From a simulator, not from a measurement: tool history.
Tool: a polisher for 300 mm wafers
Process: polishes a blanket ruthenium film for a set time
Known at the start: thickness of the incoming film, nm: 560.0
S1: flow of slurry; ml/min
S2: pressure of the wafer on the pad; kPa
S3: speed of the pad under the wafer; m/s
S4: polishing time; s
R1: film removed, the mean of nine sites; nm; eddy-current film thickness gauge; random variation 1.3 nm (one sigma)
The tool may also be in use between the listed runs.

{"run": 1, "day": 0.0, "S1": 175, "S2": 13.8, "S3": 0.78, "S4": 100, "R1": 70.509}
{"run": 2, "day": 0.221, "S1": 175, "S2": 13.8, "S3": 0.94, "S4": 100, "R1": 82.294}
{"run": 3, "day": 0.396, "S1": 180, "S2": 15.9, "S3": 0.94, "S4": 100, "R1": 95.258}
{"run": 4, "day": 0.529, "S1": 185, "S2": 17.9, "S3": 0.94, "S4": 100, "R1": 108.78}
{"run": 5, "day": 0.646, "S1": 185, "S2": 19.3, "S3": 0.94, "S4": 100, "R1": 116.97}
{"run": 6, "day": 1.004, "S1": 155, "S2": 19.3, "S3": 0.94, "S4": 100, "R1": 115.56}
{"run": 7, "day": 1.229, "S1": 155, "S2": 20, "S3": 0.96, "S4": 100, "R1": 120.58}

Run 8 comes next. What will it give?
{"run": 8, "day": 1.429, "S1": 170, "S2": 20.7, "S3": 0.96, "S4": 100, "R1": "?"}

R1: 126.31 nm
